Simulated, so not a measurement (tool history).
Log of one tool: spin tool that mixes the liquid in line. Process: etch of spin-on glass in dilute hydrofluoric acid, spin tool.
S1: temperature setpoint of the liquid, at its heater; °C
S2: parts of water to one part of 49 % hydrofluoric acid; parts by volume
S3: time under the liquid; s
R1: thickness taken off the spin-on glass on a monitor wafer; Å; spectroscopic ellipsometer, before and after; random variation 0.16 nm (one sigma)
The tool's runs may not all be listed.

Run 1, hour 0.0: S1 21.0 °C, S2 60 parts by volume, S3 75 s. Result: R1 230.42 Å.
Run 2, hour 4.4: S1 20.5 °C, S2 60 parts by volume, S3 75 s. Result: R1 226.30 Å.
Run 3, hour 10.1: S1 20.5 °C, S2 50 parts by volume, S3 75 s. Result: R1 276.74 Å.
Run 4, hour 16.2: S1 20.0 °C, S2 50 parts by volume, S3 75 s. Result: R1 270.47 Å.
Run 5, hour 25.2: S1 21.5 °C, S2 50 parts by volume, S3 75 s. Result: R1 287.24 Å.
Run 6, hour 33.7: S1 21.5 °C, S2 50 parts by volume, S3 80 s. Result: R1 306.88 Å.
Run 7, hour 34.2: S1 21.0 °C, S2 50 parts by volume, S3 80 s. Result: R1 301.35 Å.
Run 8, hour 39.8: S1 17.0 °C, S2 70 parts by volume, S3 80 s. Result: R1 176.77 Å.

Forecast run 9:
Run 9, hour 44.4: S1 18.5 °C, S2 70 parts by volume, S3 80 s. Result: R1 ?.

Run 9 gave R1 186.16 Å.
